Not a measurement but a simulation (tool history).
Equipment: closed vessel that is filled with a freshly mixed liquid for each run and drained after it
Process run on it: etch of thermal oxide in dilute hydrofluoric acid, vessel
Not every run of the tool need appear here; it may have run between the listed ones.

run    day  temperature setpoint of the liquid (C)  parts of water to one part of 49 % hydrofluoric acid (parts by volume)  time in the liquid (s)  thickness taken off the thermal oxide on a monitor wafer (angstrom)
  1      0                                      24                                                                     285                     890                                                               119.53
  2  0.154                                      24                                                                     285                     685                                                               92.872
  3  0.367                                    27.5                                                                     285                     685                                                               106.02
  4  0.679                                      25                                                                     335                     685                                                               77.195
  5  0.779                                      25                                                                     290                     685                                                               93.285
  6    0.9                                      23                                                                     330                     685                                                               75.168

Run 7 is up next; what results do you expect?
  7  0.979                                    21.5                                                                     355                     685                                                                    ?

{"run 7": {"thickness taken off the thermal oxide on a monitor wafer (angstrom)": 63.668}}
